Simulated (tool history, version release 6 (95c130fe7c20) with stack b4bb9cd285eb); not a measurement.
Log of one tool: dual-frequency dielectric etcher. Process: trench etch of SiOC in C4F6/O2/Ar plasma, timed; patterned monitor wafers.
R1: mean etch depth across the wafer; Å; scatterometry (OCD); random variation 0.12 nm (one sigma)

Run 1, hour 0.0: source power (W) 400, bias power (W) 146, etch time (s) 15.5. Result: R1 273.29 Å.
Run 2, hour 4.3: source power (W) 400, bias power (W) 135, etch time (s) 15.5. Result: R1 263.93 Å.
Run 3, hour 10.5: source power (W) 400, bias power (W) 135, etch time (s) 15.5. Result: R1 264.91 Å.
Run 4, hour 19.1: source power (W) 420, bias power (W) 136, etch time (s) 15.5. Result: R1 271.02 Å.
Run 5, hour 25.4: source power (W) 430, bias power (W) 137, etch time (s) 15.5. Result: R1 272.68 Å.
Run 6, hour 28.6: source power (W) 440, bias power (W) 139, etch time (s) 15.5. Result: R1 279.41 Å.
Run 7, hour 36.7: source power (W) 450, bias power (W) 139, etch time (s) 15.5. Result: R1 279.50 Å.
Run 8, hour 45.1: source power (W) 460, bias power (W) 140, etch time (s) 15.5. Result: R1 284.14 Å.
Run 9, hour 46.9: source power (W) 470, bias power (W) 140, etch time (s) 15.5. Result: R1 284.62 Å.
Run 10, hour 50.0: source power (W) 480, bias power (W) 141, etch time (s) 15.5. Result: R1 287.42 Å.

The next listed run, before its measurement:
Run 11, hour 53.5: source power (W) 490, bias power (W) 142, etch time (s) 15.5. Result: R1 ?.

Run 11 gave R1 289.79 Å.
